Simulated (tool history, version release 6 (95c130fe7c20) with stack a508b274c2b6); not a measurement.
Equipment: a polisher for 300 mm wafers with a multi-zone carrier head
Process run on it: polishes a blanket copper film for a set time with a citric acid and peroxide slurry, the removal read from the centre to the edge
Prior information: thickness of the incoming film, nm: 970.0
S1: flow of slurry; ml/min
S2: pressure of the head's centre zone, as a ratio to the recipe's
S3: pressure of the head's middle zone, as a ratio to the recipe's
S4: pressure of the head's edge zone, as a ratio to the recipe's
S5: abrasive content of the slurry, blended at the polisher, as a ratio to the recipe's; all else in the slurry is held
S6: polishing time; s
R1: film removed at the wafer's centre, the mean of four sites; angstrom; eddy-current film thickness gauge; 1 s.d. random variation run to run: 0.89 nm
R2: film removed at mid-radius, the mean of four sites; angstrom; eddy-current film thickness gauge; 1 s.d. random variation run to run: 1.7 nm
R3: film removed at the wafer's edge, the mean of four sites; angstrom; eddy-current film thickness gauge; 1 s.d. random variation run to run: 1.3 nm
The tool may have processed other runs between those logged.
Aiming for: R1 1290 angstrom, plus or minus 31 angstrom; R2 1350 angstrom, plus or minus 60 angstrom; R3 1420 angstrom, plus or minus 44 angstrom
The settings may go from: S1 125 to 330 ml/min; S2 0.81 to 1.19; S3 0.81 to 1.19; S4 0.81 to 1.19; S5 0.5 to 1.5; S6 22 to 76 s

run,hour,S1,S2,S3,S4,S5,S6,R1,R2,R3
1,0,210,1,1,1,1,49,1684.4,1630.7,1643
2,8.8,210,1,1,1,0.85,49,1606.6,1537.4,1599.6
3,14.4,200,0.97,0.99,0.97,0.8,49,1532.7,1480.3,1523.4
4,21.9,190,0.94,0.98,0.97,0.8,49,1469.9,1461.9,1510.5
5,23.9,180,0.92,0.97,0.96,0.8,49,1420.8,1450.4,1487.7
6,31.6,170,0.91,0.96,0.96,0.8,49,1368,1419,1485.7
7,36.2,160,0.91,0.95,0.95,0.8,49,1361.9,1387.5,1473.8
8,43.3,155,0.9,0.95,0.94,0.8,49,1329,1343.7,1441.8

Below are 4 possible settings for the next run. Only one of them brings all results inside the allowed miss of their targets. Which is it?
A,50.4,165,0.93,0.95,0.93,0.75,49,?,?,?
B,50.4,150,0.83,0.86,0.96,0.8,52,?,?,?
C,50.4,155,0.94,0.92,0.93,0.8,50,?,?,?
D,50.4,190,0.84,0.89,0.87,0.85,48,?,?,?

move,R1,R2,R3
A,1386,1379.7,1420.5
B,1304.9,1354.7,1537.3
C,1434.4,1380.4,1462.6
D,1304.3,1365.5,1424.1
A: misses by more than the last run did
B: the furthest-off result lands on target, but another misses its tolerance
C: misses by more than the last run did
D: all results land within tolerance of their targets
So the answer is move D, the one that meets all the targets.
